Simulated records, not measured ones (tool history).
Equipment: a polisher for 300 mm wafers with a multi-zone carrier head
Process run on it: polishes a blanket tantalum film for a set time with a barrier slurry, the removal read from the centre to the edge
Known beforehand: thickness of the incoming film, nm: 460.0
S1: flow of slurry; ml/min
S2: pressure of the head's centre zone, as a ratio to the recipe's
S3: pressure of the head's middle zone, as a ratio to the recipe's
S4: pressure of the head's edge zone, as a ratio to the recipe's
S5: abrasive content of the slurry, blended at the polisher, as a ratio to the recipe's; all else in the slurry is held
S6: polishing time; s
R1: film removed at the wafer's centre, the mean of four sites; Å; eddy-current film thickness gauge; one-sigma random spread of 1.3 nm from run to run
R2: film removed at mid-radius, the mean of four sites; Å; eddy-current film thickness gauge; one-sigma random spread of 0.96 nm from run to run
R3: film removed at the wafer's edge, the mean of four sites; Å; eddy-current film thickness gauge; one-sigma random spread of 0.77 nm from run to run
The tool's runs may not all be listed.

Run 1, hour 0: S1 305 ml/min, S2 1, S3 1, S4 1, S5 1, S6 66 s. Result: R1 1002.8 Å, R2 993.54 Å, R3 995.22 Å.
Run 2, hour 7.6: S1 305 ml/min, S2 1.01, S3 1.02, S4 0.97, S5 0.95, S6 66 s. Result: R1 964.81 Å, R2 965.6 Å, R3 964.46 Å.
Run 3, hour 14.7: S1 275 ml/min, S2 1.01, S3 1.02, S4 0.97, S5 0.95, S6 66 s. Result: R1 977.2 Å, R2 965.77 Å, R3 948.52 Å.
Run 4, hour 21.7: S1 260 ml/min, S2 1.02, S3 1.05, S4 0.94, S5 0.95, S6 66 s. Result: R1 976.94 Å, R2 1004.5 Å, R3 935.58 Å.
Run 5, hour 26.9: S1 260 ml/min, S2 1.02, S3 1.05, S4 1.02, S5 0.95, S6 66 s. Result: R1 966.33 Å, R2 981.35 Å, R3 966.53 Å.
Run 6, hour 27.7: S1 260 ml/min, S2 1.02, S3 1.05, S4 1.02, S5 0.95, S6 53 s. Result: R1 775.48 Å, R2 803.41 Å, R3 791.93 Å.
Run 7, hour 32.4: S1 265 ml/min, S2 1.04, S3 1.07, S4 1, S5 1, S6 53 s. Result: R1 804.04 Å, R2 830.51 Å, R3 771.41 Å.

Run 8, settings as shown, results not yet in. Your forecast:
Run 8, hour 38.6: S1 265 ml/min, S2 1.05, S3 1.08, S4 1.01, S5 1.05, S6 53 s. Result: R1 ?, R2 ?, R3 ?.

{"run 8": {"R1": 832.17, "R2": 839.05, "R3": 806.97}}
